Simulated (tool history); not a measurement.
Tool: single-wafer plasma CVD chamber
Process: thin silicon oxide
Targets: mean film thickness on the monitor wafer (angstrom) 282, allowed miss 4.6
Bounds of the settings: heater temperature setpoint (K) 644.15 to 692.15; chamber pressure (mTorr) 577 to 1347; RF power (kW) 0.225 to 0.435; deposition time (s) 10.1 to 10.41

| run | hour | heater temperature setpoint (K) | chamber pressure (mTorr) | RF power (kW) | deposition time (s) | mean film thickness on the monitor wafer (angstrom) |
|---|---|---|---|---|---|---|
| 1 | 0 | 668.15 | 962 | 0.33 | 10.1 | 239.28 |
| 2 | 1.7 | 673.15 | 962 | 0.33 | 10.1 | 237.56 |
| 3 | 5.5 | 679.15 | 962 | 0.33 | 10.1 | 237.87 |
| 4 | 10.3 | 679.15 | 843 | 0.33 | 10.1 | 215.73 |
| 5 | 18.8 | 679.15 | 935 | 0.33 | 10.1 | 232.84 |
| 6 | 22 | 679.15 | 935 | 0.305 | 10.1 | 227.21 |
| 7 | 31 | 679.15 | 1017 | 0.305 | 10.1 | 242.72 |
| 8 | 39.5 | 679.15 | 1074 | 0.305 | 10.1 | 251.39 |
| 9 | 46 | 679.15 | 1261 | 0.31 | 10.1 | 274.17 |
| 10 | 48.4 | 679.15 | 1277 | 0.31 | 10.1 | 276.39 |
| 11 | 56.6 | 679.15 | 1288 | 0.31 | 10.1 | 275.17 |

Which of these 4 next moves meets every target?
| A | 64.8 | 687.15 | 1297 | 0.27 | 10.23 | ? |
| B | 64.8 | 680.15 | 1328 | 0.32 | 10.41 | ? |
| C | 64.8 | 681.15 | 1291 | 0.3 | 10.41 | ? |
| D | 64.8 | 686.15 | 1326 | 0.375 | 10.1 | ? |

| move | mean film thickness on the monitor wafer (angstrom) |
|---|---|
| A | 267.49 |
| B | 291.8 |
| C | 282.56 |
| D | 296.94 |
A: further off than the last run
B: takes the result that was furthest off past its target
C: meets every target
D: takes the result that was furthest off past its target
Move C is the one to make.
